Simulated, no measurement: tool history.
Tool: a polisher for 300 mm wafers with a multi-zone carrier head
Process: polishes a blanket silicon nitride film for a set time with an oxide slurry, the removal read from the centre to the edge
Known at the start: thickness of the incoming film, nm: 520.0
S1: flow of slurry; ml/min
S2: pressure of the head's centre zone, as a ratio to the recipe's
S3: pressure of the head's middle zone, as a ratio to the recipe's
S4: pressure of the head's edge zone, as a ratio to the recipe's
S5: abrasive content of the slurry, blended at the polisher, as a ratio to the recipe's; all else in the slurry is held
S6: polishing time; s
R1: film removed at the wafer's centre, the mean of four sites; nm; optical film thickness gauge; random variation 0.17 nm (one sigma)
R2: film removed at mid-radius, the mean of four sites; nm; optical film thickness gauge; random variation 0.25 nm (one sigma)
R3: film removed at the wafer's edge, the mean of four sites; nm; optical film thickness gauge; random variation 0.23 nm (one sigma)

| run | hour | S1 | S2 | S3 | S4 | S5 | S6 | R1 | R2 | R3 |
|---|---|---|---|---|---|---|---|---|---|---|
| 1 | 0.0 | 245 | 1.00 | 1.00 | 1.00 | 1.00 | 39 | 30.178 | 30.526 | 30.062 |
| 2 | 3.2 | 245 | 1.00 | 0.94 | 1.00 | 1.00 | 39 | 29.786 | 28.675 | 29.526 |
| 3 | 4.1 | 245 | 1.00 | 0.94 | 1.00 | 1.00 | 42 | 31.752 | 30.695 | 31.879 |
| 4 | 10.6 | 235 | 0.94 | 0.91 | 0.98 | 0.85 | 38 | 24.856 | 25.376 | 26.790 |
| 5 | 19.2 | 235 | 0.94 | 0.98 | 0.98 | 0.85 | 38 | 25.647 | 26.815 | 27.362 |
| 6 | 25.4 | 235 | 0.91 | 0.95 | 0.95 | 0.75 | 35 | 21.277 | 22.217 | 22.493 |
| 7 | 26.0 | 225 | 0.88 | 0.92 | 0.94 | 0.65 | 35 | 19.405 | 20.221 | 21.057 |
| 8 | 29.7 | 215 | 0.86 | 0.91 | 0.94 | 0.60 | 34 | 17.450 | 19.354 | 19.424 |
| 9 | 30.3 | 225 | 0.85 | 0.88 | 0.94 | 0.55 | 34 | 16.201 | 17.583 | 18.554 |
| 10 | 31.8 | 225 | 0.85 | 0.87 | 0.94 | 0.55 | 34 | 16.138 | 18.169 | 18.917 |

The next listed run, before its measurement:
| 11 | 38.9 | 210 | 0.87 | 0.82 | 0.93 | 0.50 | 33 | ? | ? | ? |

R1: 15.778 nm
R2: 15.247 nm
R3: 17.456 nm
